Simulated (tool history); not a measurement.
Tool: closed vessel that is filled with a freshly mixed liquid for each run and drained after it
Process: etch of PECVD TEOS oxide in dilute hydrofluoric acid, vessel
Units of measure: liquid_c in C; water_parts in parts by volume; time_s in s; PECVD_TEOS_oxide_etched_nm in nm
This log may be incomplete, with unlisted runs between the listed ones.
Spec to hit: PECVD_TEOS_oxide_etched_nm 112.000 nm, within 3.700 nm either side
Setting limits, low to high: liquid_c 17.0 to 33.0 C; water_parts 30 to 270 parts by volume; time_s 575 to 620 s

{"run": 1, "hour": 0.0, "liquid_c": 25.0, "water_parts": 150, "time_s": 575, "PECVD_TEOS_oxide_etched_nm": 55.283}
{"run": 2, "hour": 3.6, "liquid_c": 25.0, "water_parts": 150, "time_s": 575, "PECVD_TEOS_oxide_etched_nm": 55.019}
{"run": 3, "hour": 11.4, "liquid_c": 27.0, "water_parts": 150, "time_s": 575, "PECVD_TEOS_oxide_etched_nm": 59.799}
{"run": 4, "hour": 14.3, "liquid_c": 28.5, "water_parts": 150, "time_s": 575, "PECVD_TEOS_oxide_etched_nm": 62.388}
{"run": 5, "hour": 18.9, "liquid_c": 28.5, "water_parts": 150, "time_s": 575, "PECVD_TEOS_oxide_etched_nm": 62.211}
{"run": 6, "hour": 23.0, "liquid_c": 29.5, "water_parts": 135, "time_s": 575, "PECVD_TEOS_oxide_etched_nm": 73.463}
{"run": 7, "hour": 26.2, "liquid_c": 30.5, "water_parts": 125, "time_s": 575, "PECVD_TEOS_oxide_etched_nm": 83.877}
{"run": 8, "hour": 30.9, "liquid_c": 33.0, "water_parts": 95, "time_s": 575, "PECVD_TEOS_oxide_etched_nm": 125.23}
{"run": 9, "hour": 36.5, "liquid_c": 32.5, "water_parts": 95, "time_s": 575, "PECVD_TEOS_oxide_etched_nm": 123.24}
{"run": 10, "hour": 41.7, "liquid_c": 32.0, "water_parts": 95, "time_s": 575, "PECVD_TEOS_oxide_etched_nm": 121.3}

Pick the move, out of 5, that brings all results within their allowed miss; only one does.
{"run": "A", "hour": 46.9, "liquid_c": 31.5, "water_parts": 85, "time_s": 590, "PECVD_TEOS_oxide_etched_nm": "?"}
{"run": "B", "hour": 46.9, "liquid_c": 31.5, "water_parts": 105, "time_s": 605, "PECVD_TEOS_oxide_etched_nm": "?"}
{"run": "C", "hour": 46.9, "liquid_c": 29.5, "water_parts": 80, "time_s": 575, "PECVD_TEOS_oxide_etched_nm": "?"}
{"run": "D", "hour": 46.9, "liquid_c": 28.0, "water_parts": 80, "time_s": 595, "PECVD_TEOS_oxide_etched_nm": "?"}
{"run": "E", "hour": 46.9, "liquid_c": 33.0, "water_parts": 95, "time_s": 600, "PECVD_TEOS_oxide_etched_nm": "?"}

move=A PECVD_TEOS_oxide_etched_nm=140.780
move=B PECVD_TEOS_oxide_etched_nm=113.460
move=C PECVD_TEOS_oxide_etched_nm=136.130
move=D PECVD_TEOS_oxide_etched_nm=132.940
move=E PECVD_TEOS_oxide_etched_nm=133.380
A: further off than the last run
B: every result within its allowed miss
C: further off than the last run
D: further off than the last run
E: further off than the last run
Move B is the one to make.

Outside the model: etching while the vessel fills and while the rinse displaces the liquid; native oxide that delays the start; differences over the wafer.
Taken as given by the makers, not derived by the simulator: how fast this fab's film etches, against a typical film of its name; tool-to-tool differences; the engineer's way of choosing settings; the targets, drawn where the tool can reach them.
